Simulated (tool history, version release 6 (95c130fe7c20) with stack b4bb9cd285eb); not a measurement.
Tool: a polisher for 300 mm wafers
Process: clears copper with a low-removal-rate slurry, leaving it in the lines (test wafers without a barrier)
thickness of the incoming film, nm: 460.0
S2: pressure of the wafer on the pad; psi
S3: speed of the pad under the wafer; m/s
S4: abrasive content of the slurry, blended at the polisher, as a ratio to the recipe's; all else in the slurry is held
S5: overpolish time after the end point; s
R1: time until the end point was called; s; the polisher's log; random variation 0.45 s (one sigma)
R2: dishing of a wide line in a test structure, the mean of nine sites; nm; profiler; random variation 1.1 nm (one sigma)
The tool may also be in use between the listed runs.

{"run": 1, "day": 0.0, "flow of slurry (ml/min)": 220, "S2": 4.0, "S3": 1.34, "S4": 1.0, "S5": 14, "R1": 71.207, "R2": 41.725}
{"run": 2, "day": 0.25, "flow of slurry (ml/min)": 220, "S2": 4.3, "S3": 1.34, "S4": 1.0, "S5": 14, "R1": 67.244, "R2": 45.909}
{"run": 3, "day": 0.604, "flow of slurry (ml/min)": 220, "S2": 4.5, "S3": 1.34, "S4": 1.0, "S5": 13, "R1": 64.754, "R2": 46.503}
{"run": 4, "day": 0.95, "flow of slurry (ml/min)": 220, "S2": 4.5, "S3": 1.34, "S4": 1.15, "S5": 13, "R1": 61.954, "R2": 44.798}
{"run": 5, "day": 1.225, "flow of slurry (ml/min)": 220, "S2": 4.5, "S3": 1.34, "S4": 1.15, "S5": 11, "R1": 61.803, "R2": 41.142}
{"run": 6, "day": 1.479, "flow of slurry (ml/min)": 220, "S2": 5.2, "S3": 1.34, "S4": 1.15, "S5": 11, "R1": 54.524, "R2": 43.05}
{"run": 7, "day": 1.775, "flow of slurry (ml/min)": 220, "S2": 5.3, "S3": 1.34, "S4": 1.15, "S5": 11, "R1": 53.943, "R2": 44.142}

Run 8 comes next. What will it give?
{"run": 8, "day": 2.079, "flow of slurry (ml/min)": 220, "S2": 5.4, "S3": 1.34, "S4": 1.15, "S5": 11, "R1": "?", "R2": "?"}

{"run 8": {"R1": 52.884, "R2": 44.966}}

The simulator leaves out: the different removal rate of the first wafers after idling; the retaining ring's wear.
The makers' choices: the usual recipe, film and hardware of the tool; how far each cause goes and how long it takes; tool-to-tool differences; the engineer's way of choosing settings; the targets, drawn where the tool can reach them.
